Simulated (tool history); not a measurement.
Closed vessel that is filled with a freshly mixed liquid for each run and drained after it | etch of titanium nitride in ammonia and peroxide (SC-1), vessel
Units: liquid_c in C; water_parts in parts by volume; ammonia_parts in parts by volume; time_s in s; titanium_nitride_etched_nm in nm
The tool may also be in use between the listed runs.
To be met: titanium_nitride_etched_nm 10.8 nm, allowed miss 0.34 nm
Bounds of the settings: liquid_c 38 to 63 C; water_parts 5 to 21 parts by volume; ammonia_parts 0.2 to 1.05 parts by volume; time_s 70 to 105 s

Run 1, hour 0: liquid_c 47 C, water_parts 11.5 parts by volume, ammonia_parts 0.55 parts by volume, time_s 105 s. Result: titanium_nitride_etched_nm 9.1193 nm.
Run 2, hour 6.6: liquid_c 47 C, water_parts 11.5 parts by volume, ammonia_parts 0.55 parts by volume, time_s 105 s. Result: titanium_nitride_etched_nm 9.2825 nm.
Run 3, hour 10.3: liquid_c 47.5 C, water_parts 11.5 parts by volume, ammonia_parts 0.55 parts by volume, time_s 105 s. Result: titanium_nitride_etched_nm 9.3921 nm.
Run 4, hour 19.1: liquid_c 48 C, water_parts 11.5 parts by volume, ammonia_parts 0.55 parts by volume, time_s 105 s. Result: titanium_nitride_etched_nm 9.8226 nm.
Run 5, hour 26.5: liquid_c 51 C, water_parts 11.5 parts by volume, ammonia_parts 0.55 parts by volume, time_s 105 s. Result: titanium_nitride_etched_nm 12.254 nm.
Run 6, hour 29.7: liquid_c 51 C, water_parts 8 parts by volume, ammonia_parts 0.55 parts by volume, time_s 105 s. Result: titanium_nitride_etched_nm 14.573 nm.
Run 7, hour 38.5: liquid_c 50 C, water_parts 8 parts by volume, ammonia_parts 0.55 parts by volume, time_s 105 s. Result: titanium_nitride_etched_nm 13.78 nm.
Run 8, hour 43.1: liquid_c 49 C, water_parts 8 parts by volume, ammonia_parts 0.55 parts by volume, time_s 105 s. Result: titanium_nitride_etched_nm 12.692 nm.

Which of these 4 next moves meets every target?
Run A, hour 47.7: liquid_c 44.5 C, water_parts 7 parts by volume, ammonia_parts 0.6 parts by volume, time_s 105 s. Result: titanium_nitride_etched_nm ?.
Run B, hour 47.7: liquid_c 49 C, water_parts 9.5 parts by volume, ammonia_parts 0.5 parts by volume, time_s 90 s. Result: titanium_nitride_etched_nm ?.
Run C, hour 47.7: liquid_c 47.5 C, water_parts 8.5 parts by volume, ammonia_parts 0.45 parts by volume, time_s 105 s. Result: titanium_nitride_etched_nm ?.
Run D, hour 47.7: liquid_c 49.5 C, water_parts 7 parts by volume, ammonia_parts 0.75 parts by volume, time_s 70 s. Result: titanium_nitride_etched_nm ?.

move  titanium_nitride_etched_nm
   A                      9.9639
   B                      9.7829
   C                      10.679
   D                      9.8033
A: takes the result that was furthest off past its target
B: takes the result that was furthest off past its target
C: meets every target
D: takes the result that was furthest off past its target
Move C is the one to make.
